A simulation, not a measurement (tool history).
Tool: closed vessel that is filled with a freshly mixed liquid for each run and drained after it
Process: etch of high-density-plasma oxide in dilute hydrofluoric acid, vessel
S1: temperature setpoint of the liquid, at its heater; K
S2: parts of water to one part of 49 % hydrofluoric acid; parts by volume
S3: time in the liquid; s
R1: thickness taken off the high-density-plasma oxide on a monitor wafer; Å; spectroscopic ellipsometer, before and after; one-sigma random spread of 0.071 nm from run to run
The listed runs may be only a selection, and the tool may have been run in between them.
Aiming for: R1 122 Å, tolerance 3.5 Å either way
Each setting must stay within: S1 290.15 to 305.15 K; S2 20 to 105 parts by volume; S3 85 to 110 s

run,day,S1,S2,S3,R1
1,0,297.15,55,110,156.62
2,0.129,296.15,55,110,150.49
3,0.417,296.15,55,110,149.51
4,0.646,298.15,55,110,163.72
5,0.883,297.15,55,110,156.9
6,1.183,297.15,35,110,250.46
7,1.479,295.65,40,110,208.11
8,1.562,294.65,45,110,173.07
9,1.825,293.65,45,110,166.52
10,2.088,293.15,45,110,164.66
11,2.246,292.65,45,110,160.82
12,2.304,290.15,55,110,115.59

Exercise: of the 5 proposed moves below, exactly one satisfies all targets within the stated allowed misses. Which move is it?
A,2.362,290.65,45,85,?
B,2.362,292.15,55,100,?
C,2.362,290.65,50,110,?
D,2.362,291.65,55,95,?
E,2.362,293.65,55,100,?

move,R1
A,113.53
B,115.24
C,131.49
D,107.17
E,122.81
A: misses by more than the last run did
B: misses by more than the last run did
C: moves the result that the last run missed by most past its target, out the other side
D: misses by more than the last run did
E: all results land within tolerance of their targets
Answer: E
